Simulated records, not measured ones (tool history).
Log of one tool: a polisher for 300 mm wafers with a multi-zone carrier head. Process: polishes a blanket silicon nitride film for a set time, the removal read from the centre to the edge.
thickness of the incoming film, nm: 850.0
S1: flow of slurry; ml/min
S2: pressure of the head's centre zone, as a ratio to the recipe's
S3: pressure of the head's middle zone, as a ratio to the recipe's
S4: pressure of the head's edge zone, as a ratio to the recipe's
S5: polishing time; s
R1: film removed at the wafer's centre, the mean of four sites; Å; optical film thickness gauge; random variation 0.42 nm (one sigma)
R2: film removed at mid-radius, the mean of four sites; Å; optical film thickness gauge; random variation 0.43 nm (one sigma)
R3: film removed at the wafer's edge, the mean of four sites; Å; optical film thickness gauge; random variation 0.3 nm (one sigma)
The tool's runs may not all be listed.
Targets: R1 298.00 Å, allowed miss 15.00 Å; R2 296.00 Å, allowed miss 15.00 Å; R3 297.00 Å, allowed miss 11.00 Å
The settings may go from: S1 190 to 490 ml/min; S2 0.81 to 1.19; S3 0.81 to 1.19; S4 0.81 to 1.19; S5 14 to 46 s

| run | hour | S1 | S2 | S3 | S4 | S5 | R1 | R2 | R3 |
|---|---|---|---|---|---|---|---|---|---|
| 1 | 0.0 | 315 | 1.00 | 1.00 | 1.00 | 30 | 422.46 | 418.67 | 415.17 |
| 2 | 6.4 | 315 | 0.99 | 0.99 | 0.99 | 28 | 386.86 | 376.41 | 384.72 |
| 3 | 7.2 | 315 | 0.98 | 0.99 | 0.97 | 27 | 372.73 | 362.51 | 367.84 |
| 4 | 10.1 | 315 | 0.97 | 0.99 | 0.95 | 26 | 359.50 | 361.34 | 356.17 |
| 5 | 17.7 | 315 | 0.97 | 0.96 | 0.95 | 26 | 357.54 | 347.50 | 349.75 |
| 6 | 24.3 | 375 | 0.97 | 0.96 | 0.95 | 26 | 366.37 | 346.84 | 356.51 |
| 7 | 27.1 | 375 | 0.97 | 0.96 | 0.95 | 26 | 356.78 | 348.32 | 355.71 |
| 8 | 32.8 | 375 | 0.96 | 0.95 | 0.94 | 25 | 342.24 | 344.83 | 338.27 |
| 9 | 40.8 | 375 | 0.96 | 0.93 | 0.94 | 24 | 335.34 | 320.12 | 330.65 |
| 10 | 47.5 | 375 | 0.95 | 0.93 | 0.93 | 24 | 333.36 | 317.93 | 321.94 |
| 11 | 51.7 | 375 | 0.93 | 0.92 | 0.93 | 24 | 327.44 | 307.88 | 320.68 |
| 12 | 60.2 | 375 | 0.93 | 0.92 | 0.93 | 24 | 326.83 | 316.21 | 325.30 |
| 13 | 65.1 | 375 | 0.92 | 0.92 | 0.92 | 24 | 322.47 | 303.09 | 329.13 |
| 14 | 66.9 | 375 | 0.92 | 0.93 | 0.92 | 23 | 314.90 | 306.27 | 317.46 |

Which of these 4 next moves meets every target?
| A | 68.7 | 365 | 1.09 | 0.92 | 0.89 | 22 | ? | ? | ? |
| B | 68.7 | 340 | 0.81 | 0.88 | 0.92 | 26 | ? | ? | ? |
| C | 68.7 | 320 | 0.90 | 0.93 | 0.87 | 23 | ? | ? | ? |
| D | 68.7 | 375 | 0.81 | 0.94 | 1.05 | 23 | ? | ? | ? |

| move | R1 | R2 | R3 |
|---|---|---|---|
| A | 333.66 | 290.35 | 293.10 |
| B | 334.27 | 328.94 | 350.19 |
| C | 310.07 | 302.76 | 300.42 |
| D | 298.64 | 309.90 | 331.95 |
A: brings the result that was furthest off to its target, and leaves another outside
B: further off than the last run
C: meets every target
D: further off than the last run
Move C is the one to make.
